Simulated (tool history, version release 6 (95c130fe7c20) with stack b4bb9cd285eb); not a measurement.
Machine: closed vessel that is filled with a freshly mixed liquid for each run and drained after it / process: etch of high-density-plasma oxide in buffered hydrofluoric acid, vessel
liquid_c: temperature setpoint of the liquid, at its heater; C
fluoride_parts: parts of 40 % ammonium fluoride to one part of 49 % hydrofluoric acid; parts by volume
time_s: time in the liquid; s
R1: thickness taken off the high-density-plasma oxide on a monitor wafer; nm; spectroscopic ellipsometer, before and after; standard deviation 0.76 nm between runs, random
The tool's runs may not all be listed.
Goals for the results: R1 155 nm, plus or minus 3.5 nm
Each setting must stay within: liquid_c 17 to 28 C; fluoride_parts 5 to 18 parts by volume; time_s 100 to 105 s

run 1 hour=0 | liquid_c=20 fluoride_parts=11 time_s=100 | R1=99.129
run 2 hour=9.3 | liquid_c=20 fluoride_parts=11 time_s=105 | R1=106.05
run 3 hour=14 | liquid_c=21 fluoride_parts=11 time_s=105 | R1=110.78
run 4 hour=22 | liquid_c=22.5 fluoride_parts=11 time_s=105 | R1=120.19
run 5 hour=25 | liquid_c=23.5 fluoride_parts=11 time_s=105 | R1=128.9
run 6 hour=28.4 | liquid_c=23.5 fluoride_parts=11 time_s=105 | R1=126.94
run 7 hour=31.2 | liquid_c=24 fluoride_parts=11 time_s=105 | R1=131.66
run 8 hour=37.7 | liquid_c=24.5 fluoride_parts=11 time_s=105 | R1=135.5
run 9 hour=44.8 | liquid_c=25 fluoride_parts=11 time_s=105 | R1=139.6
run 10 hour=46.8 | liquid_c=25.5 fluoride_parts=11 time_s=105 | R1=141.8
run 11 hour=53.3 | liquid_c=26 fluoride_parts=11 time_s=105 | R1=146.78
run 12 hour=59.9 | liquid_c=26.5 fluoride_parts=11 time_s=105 | R1=150.93

4 next moves are on the table. One of them brings every result within its allowed miss. Which?
run A hour=66.5 | liquid_c=26 fluoride_parts=10.5 time_s=100 | R1=?
run B hour=66.5 | liquid_c=28 fluoride_parts=12.5 time_s=105 | R1=?
run C hour=66.5 | liquid_c=27 fluoride_parts=10.5 time_s=100 | R1=?
run D hour=66.5 | liquid_c=25 fluoride_parts=10.5 time_s=105 | R1=?

move=A R1=145.02
move=B R1=142.97
move=C R1=153.01
move=D R1=144.27
A: its largest miss is bigger than the last run's
B: its largest miss is bigger than the last run's
C: every result within its allowed miss
D: its largest miss is bigger than the last run's
C meets every target.
